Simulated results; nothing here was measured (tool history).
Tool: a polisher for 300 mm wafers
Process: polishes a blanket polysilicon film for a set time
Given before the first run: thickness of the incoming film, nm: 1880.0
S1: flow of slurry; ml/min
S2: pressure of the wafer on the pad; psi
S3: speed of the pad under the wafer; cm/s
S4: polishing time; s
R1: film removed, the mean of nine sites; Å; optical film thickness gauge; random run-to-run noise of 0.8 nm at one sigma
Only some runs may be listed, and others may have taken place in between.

run	hour	S1	S2	S3	S4	R1
1	0	160	2.7	76	27	1290.1
2	6.4	160	2.7	76	24	1140.7
3	15.4	160	2.1	76	24	951.22
4	16.7	155	2.1	76	24	944.71
5	25.6	195	2.1	76	24	967.45
6	32.6	195	2.1	88	24	1124
7	39.7	195	2	88	24	1055.9

Forecast run 8:
# hour 48.4: worn pad replaced by a new one
8	48.4	195	1.9	88	24	?

{"run 8": {"R1": 1089.8}}
